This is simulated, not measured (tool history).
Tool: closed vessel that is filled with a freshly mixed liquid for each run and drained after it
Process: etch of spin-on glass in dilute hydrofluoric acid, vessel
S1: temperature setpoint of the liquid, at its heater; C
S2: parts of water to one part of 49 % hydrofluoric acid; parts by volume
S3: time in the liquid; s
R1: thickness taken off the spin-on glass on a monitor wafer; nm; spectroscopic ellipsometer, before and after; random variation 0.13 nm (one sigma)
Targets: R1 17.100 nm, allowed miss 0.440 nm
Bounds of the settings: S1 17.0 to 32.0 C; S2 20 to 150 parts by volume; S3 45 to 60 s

| run | day | S1 | S2 | S3 | R1 |
|---|---|---|---|---|---|
| 1 | 0.000 | 24.0 | 85 | 60 | 26.238 |
| 2 | 0.333 | 22.5 | 90 | 60 | 23.035 |
| 3 | 0.488 | 20.5 | 90 | 60 | 21.335 |
| 4 | 0.829 | 20.0 | 90 | 60 | 21.075 |
| 5 | 1.104 | 19.5 | 90 | 60 | 20.703 |
| 6 | 1.138 | 19.0 | 90 | 60 | 19.967 |
| 7 | 1.525 | 18.5 | 90 | 60 | 19.707 |
| 8 | 1.579 | 18.0 | 90 | 60 | 19.484 |
| 9 | 1.967 | 17.5 | 95 | 60 | 17.883 |

5 next moves are on the table. One of them brings every result within its allowed miss. Which?
| A | 2.354 | 17.0 | 80 | 45 | ? |
| B | 2.354 | 17.5 | 80 | 45 | ? |
| C | 2.354 | 17.0 | 70 | 45 | ? |
| D | 2.354 | 20.0 | 80 | 45 | ? |
| E | 2.354 | 22.0 | 90 | 45 | ? |

| move | R1 |
|---|---|
| A | 15.646 |
| B | 15.983 |
| C | 18.075 |
| D | 17.755 |
| E | 16.935 |
A: takes the result that was furthest off past its target
B: takes the result that was furthest off past its target
C: further off than the last run
D: nearer than the last run, and not there yet
E: meets every target
The right move is E.
